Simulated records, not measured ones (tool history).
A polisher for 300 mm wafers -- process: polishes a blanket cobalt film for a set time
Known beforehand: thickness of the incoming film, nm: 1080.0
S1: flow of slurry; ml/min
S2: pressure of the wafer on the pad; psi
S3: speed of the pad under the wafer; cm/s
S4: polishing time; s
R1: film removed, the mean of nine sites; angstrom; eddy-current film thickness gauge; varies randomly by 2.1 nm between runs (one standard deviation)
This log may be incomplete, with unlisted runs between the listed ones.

Run 1, hour 0: S1 220 ml/min, S2 2 psi, S3 94 cm/s, S4 52 s. Result: R1 2262.1 angstrom.
Run 2, hour 1.1: S1 220 ml/min, S2 2 psi, S3 116 cm/s, S4 52 s. Result: R1 2613 angstrom.
Run 3, hour 6.1: S1 220 ml/min, S2 1.9 psi, S3 116 cm/s, S4 52 s. Result: R1 2494.2 angstrom.
Run 4, hour 7: S1 220 ml/min, S2 1.8 psi, S3 116 cm/s, S4 52 s. Result: R1 2436.9 angstrom.
Run 5, hour 11.7: S1 220 ml/min, S2 1.7 psi, S3 114 cm/s, S4 52 s. Result: R1 2197.8 angstrom.
Run 6, hour 13.5: S1 265 ml/min, S2 1.7 psi, S3 114 cm/s, S4 52 s. Result: R1 2219.5 angstrom.
Run 7, hour 17: S1 265 ml/min, S2 1.6 psi, S3 114 cm/s, S4 52 s. Result: R1 2138.1 angstrom.
Run 8, hour 21.8: S1 265 ml/min, S2 1 psi, S3 112 cm/s, S4 52 s. Result: R1 1381.9 angstrom.

Run 9 has not been measured yet. What should we expect?
Run 9, hour 24.8: S1 265 ml/min, S2 1.1 psi, S3 112 cm/s, S4 52 s. Result: R1 ?.

Run 9 measured R1 1496.4 angstrom.
